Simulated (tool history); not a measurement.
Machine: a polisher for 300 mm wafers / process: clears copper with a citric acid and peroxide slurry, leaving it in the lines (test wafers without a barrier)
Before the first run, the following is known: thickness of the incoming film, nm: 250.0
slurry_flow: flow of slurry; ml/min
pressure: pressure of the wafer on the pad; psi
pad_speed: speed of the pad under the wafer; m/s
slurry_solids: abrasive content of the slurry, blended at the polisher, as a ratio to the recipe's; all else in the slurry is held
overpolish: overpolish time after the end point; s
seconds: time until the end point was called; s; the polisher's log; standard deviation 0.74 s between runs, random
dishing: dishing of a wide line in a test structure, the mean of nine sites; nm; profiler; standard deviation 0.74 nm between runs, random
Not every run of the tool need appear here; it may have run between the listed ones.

{"run": 1, "hour": 0.0, "slurry_flow": 125, "pressure": 2.9, "pad_speed": 0.88, "slurry_solids": 1, "overpolish": 27, "seconds": 124.54, "dishing": 40.52}
{"run": 2, "hour": 4.6, "slurry_flow": 125, "pressure": 2.9, "pad_speed": 0.88, "slurry_solids": 1.2, "overpolish": 27, "seconds": 118.97, "dishing": 41.552}
{"run": 3, "hour": 8.0, "slurry_flow": 100, "pressure": 2.9, "pad_speed": 0.88, "slurry_solids": 1.2, "overpolish": 27, "seconds": 124.16, "dishing": 40.283}
{"run": 4, "hour": 12.9, "slurry_flow": 100, "pressure": 2.9, "pad_speed": 0.88, "slurry_solids": 1.35, "overpolish": 27, "seconds": 121.59, "dishing": 40.152}
{"hour": 14.3, "done": "slurry blender recalibrated"}
{"run": 5, "hour": 14.3, "slurry_flow": 100, "pressure": 2.2, "pad_speed": 0.88, "slurry_solids": 1.35, "overpolish": 27, "seconds": 149.49, "dishing": 33.503}
{"run": 6, "hour": 21.3, "slurry_flow": 110, "pressure": 2.5, "pad_speed": 0.88, "slurry_solids": 1.35, "overpolish": 25, "seconds": 132.9, "dishing": 34.737}
{"run": 7, "hour": 23.7, "slurry_flow": 120, "pressure": 2.7, "pad_speed": 0.88, "slurry_solids": 1.35, "overpolish": 23, "seconds": 120.06, "dishing": 34.637}
{"run": 8, "hour": 29.9, "slurry_flow": 130, "pressure": 2.9, "pad_speed": 0.88, "slurry_solids": 1.35, "overpolish": 22, "seconds": 112.38, "dishing": 37.413}
{"run": 9, "hour": 31.6, "slurry_flow": 140, "pressure": 3.1, "pad_speed": 0.88, "slurry_solids": 1.35, "overpolish": 20, "seconds": 104.77, "dishing": 37.069}
{"run": 10, "hour": 40.0, "slurry_flow": 140, "pressure": 3.1, "pad_speed": 0.88, "slurry_solids": 1.35, "overpolish": 20, "seconds": 103.9, "dishing": 35.114}

Run 11 comes next. What will it give?
{"run": 11, "hour": 45.6, "slurry_flow": 145, "pressure": 3.2, "pad_speed": 0.88, "slurry_solids": 1.35, "overpolish": 20, "seconds": "?", "dishing": "?"}

seconds: 99.304 s
dishing: 37.42 nm
